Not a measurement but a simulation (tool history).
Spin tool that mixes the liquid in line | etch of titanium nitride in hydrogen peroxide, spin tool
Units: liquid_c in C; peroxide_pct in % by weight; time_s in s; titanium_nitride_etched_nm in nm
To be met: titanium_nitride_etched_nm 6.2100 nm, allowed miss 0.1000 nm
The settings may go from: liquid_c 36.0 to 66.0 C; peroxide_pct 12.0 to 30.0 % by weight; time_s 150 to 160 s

| run | hour | liquid_c | peroxide_pct | time_s | titanium_nitride_etched_nm |
|---|---|---|---|---|---|
| 1 | 0.0 | 52.0 | 21.0 | 150 | 12.9790 |
| 2 | 8.3 | 49.0 | 21.0 | 150 | 10.2880 |
| 3 | 13.6 | 49.0 | 24.0 | 150 | 10.6430 |
| 4 | 22.0 | 49.0 | 24.0 | 160 | 11.4270 |
|  | 26.3 | heated supply line repaired |
| 5 | 26.3 | 55.5 | 24.0 | 160 | 22.4890 |
| 6 | 30.5 | 51.5 | 24.0 | 160 | 16.8680 |
| 7 | 35.2 | 48.5 | 24.0 | 160 | 13.6930 |
| 8 | 39.9 | 45.0 | 24.0 | 160 | 10.5870 |
| 9 | 42.2 | 42.5 | 24.0 | 160 | 8.8005 |
| 10 | 43.9 | 41.0 | 24.0 | 160 | 7.9116 |
| 11 | 48.6 | 40.0 | 24.0 | 160 | 7.2829 |
| 12 | 53.4 | 39.5 | 24.0 | 160 | 6.9867 |
| 13 | 58.6 | 39.0 | 24.0 | 160 | 6.6989 |
| 14 | 67.5 | 38.5 | 24.0 | 160 | 6.4364 |

5 next moves are on the table. One of them brings every result within its allowed miss. Which?
| A | 76.4 | 38.0 | 28.0 | 160 | ? |
| B | 76.4 | 39.0 | 24.0 | 160 | ? |
| C | 76.4 | 38.0 | 24.0 | 155 | ? |
| D | 76.4 | 39.0 | 26.0 | 150 | ? |
| E | 76.4 | 38.5 | 26.5 | 150 | ? |

| move | titanium_nitride_etched_nm |
|---|---|
| A | 6.4267 |
| B | 6.7152 |
| C | 6.0193 |
| D | 6.4064 |
| E | 6.1886 |
A: as far off as the last run
B: further off than the last run
C: takes the result that was furthest off past its target
D: nearer than the last run, and not there yet
E: meets every target
Answer: E
